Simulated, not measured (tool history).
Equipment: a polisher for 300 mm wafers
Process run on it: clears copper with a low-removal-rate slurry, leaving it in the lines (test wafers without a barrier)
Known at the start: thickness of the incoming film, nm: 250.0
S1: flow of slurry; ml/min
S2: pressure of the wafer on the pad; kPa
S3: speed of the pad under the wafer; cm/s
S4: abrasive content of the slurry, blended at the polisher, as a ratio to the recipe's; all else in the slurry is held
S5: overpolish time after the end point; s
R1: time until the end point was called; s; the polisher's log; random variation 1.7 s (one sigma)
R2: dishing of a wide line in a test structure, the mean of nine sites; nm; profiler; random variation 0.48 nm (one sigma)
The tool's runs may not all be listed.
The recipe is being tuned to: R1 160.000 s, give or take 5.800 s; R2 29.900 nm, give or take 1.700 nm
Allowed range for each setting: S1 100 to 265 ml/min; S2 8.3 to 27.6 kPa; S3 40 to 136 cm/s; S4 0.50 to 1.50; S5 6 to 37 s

{"run": 1, "day": 0.0, "S1": 170, "S2": 17.9, "S3": 88, "S4": 1.0, "S5": 19, "R1": 99.542, "R2": 33.398}
{"run": 2, "day": 0.05, "S1": 170, "S2": 17.9, "S3": 88, "S4": 1.2, "S5": 19, "R1": 93.17, "R2": 34.422}
{"run": 3, "day": 0.288, "S1": 170, "S2": 17.9, "S3": 88, "S4": 1.3, "S5": 19, "R1": 92.199, "R2": 36.007}
{"run": 4, "day": 0.504, "S1": 170, "S2": 15.9, "S3": 88, "S4": 1.3, "S5": 19, "R1": 105.06, "R2": 31.872}
{"run": 5, "day": 0.646, "S1": 165, "S2": 13.8, "S3": 88, "S4": 1.3, "S5": 21, "R1": 120.22, "R2": 29.772}
{"run": 6, "day": 0.946, "S1": 160, "S2": 12.4, "S3": 88, "S4": 1.3, "S5": 23, "R1": 133.91, "R2": 29.44}
{"run": 7, "day": 0.979, "S1": 150, "S2": 11.7, "S3": 88, "S4": 1.3, "S5": 24, "R1": 142.22, "R2": 29.11}
{"run": 8, "day": 1.088, "S1": 140, "S2": 11.7, "S3": 88, "S4": 1.3, "S5": 25, "R1": 146.96, "R2": 30.604}
{"run": 9, "day": 1.308, "S1": 110, "S2": 11.0, "S3": 88, "S4": 1.3, "S5": 26, "R1": 162.57, "R2": 27.547}
{"run": 10, "day": 1.533, "S1": 115, "S2": 11.0, "S3": 88, "S4": 1.3, "S5": 26, "R1": 160.52, "R2": 27.86}

Which single option among these 5 for the next run brings every result within its allowed miss of target? Just one does.
{"run": "A", "day": 1.758, "S1": 110, "S2": 13.1, "S3": 82, "S4": 1.25, "S5": 22, "R1": "?", "R2": "?"}
{"run": "B", "day": 1.758, "S1": 115, "S2": 11.7, "S3": 84, "S4": 1.35, "S5": 27, "R1": "?", "R2": "?"}
{"run": "C", "day": 1.758, "S1": 105, "S2": 10.3, "S3": 92, "S4": 1.5, "S5": 25, "R1": "?", "R2": "?"}
{"run": "D", "day": 1.758, "S1": 130, "S2": 11.0, "S3": 88, "S4": 1.3, "S5": 22, "R1": "?", "R2": "?"}
{"run": "E", "day": 1.758, "S1": 105, "S2": 13.1, "S3": 74, "S4": 1.3, "S5": 24, "R1": "?", "R2": "?"}

move=A R1=148.640 R2=25.407
move=B R1=156.480 R2=28.933
move=C R1=161.160 R2=26.211
move=D R1=155.260 R2=24.272
move=E R1=164.690 R2=25.058
A: the biggest miss grows against the last run
B: in spec on every target
C: the biggest miss grows against the last run
D: the biggest miss grows against the last run
E: the biggest miss grows against the last run
B meets every target.

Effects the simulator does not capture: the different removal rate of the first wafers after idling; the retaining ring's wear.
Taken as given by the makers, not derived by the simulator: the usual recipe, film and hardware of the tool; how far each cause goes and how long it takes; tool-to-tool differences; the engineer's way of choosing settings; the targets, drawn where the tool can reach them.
